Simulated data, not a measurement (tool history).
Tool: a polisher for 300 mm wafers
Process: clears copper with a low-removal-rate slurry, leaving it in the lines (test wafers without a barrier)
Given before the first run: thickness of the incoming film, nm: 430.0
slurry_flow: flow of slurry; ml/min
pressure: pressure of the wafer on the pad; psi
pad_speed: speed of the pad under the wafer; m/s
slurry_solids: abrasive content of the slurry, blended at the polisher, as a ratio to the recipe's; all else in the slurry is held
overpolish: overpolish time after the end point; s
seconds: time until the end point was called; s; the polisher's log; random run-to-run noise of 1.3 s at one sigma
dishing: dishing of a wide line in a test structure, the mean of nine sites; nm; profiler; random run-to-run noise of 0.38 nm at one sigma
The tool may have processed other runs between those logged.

run,hour,slurry_flow,pressure,pad_speed,slurry_solids,overpolish,seconds,dishing
1,0,180,2.7,1.26,1,9,130.95,19.609
2,1.7,185,3.1,1.28,1,8,115.75,20.219
3,9.6,225,3.1,1.28,1,8,107.3,20.758
4,18.5,235,3.4,1.3,1,8,102.71,22.37
5,25.9,235,3.4,1.08,1,8,121,19.522
6,30.4,240,3.6,1.2,1,8,100.88,22.677
7,38.8,240,3.7,1.26,1,8,92.692,24.439
8,39.6,240,3.7,1.26,1,8,97.679,24.483

Predict the results of run 9:
9,40.8,245,3.8,1.34,1,7,?,?

Run 9 came out at seconds 85.1 s, dishing 23.778 nm.

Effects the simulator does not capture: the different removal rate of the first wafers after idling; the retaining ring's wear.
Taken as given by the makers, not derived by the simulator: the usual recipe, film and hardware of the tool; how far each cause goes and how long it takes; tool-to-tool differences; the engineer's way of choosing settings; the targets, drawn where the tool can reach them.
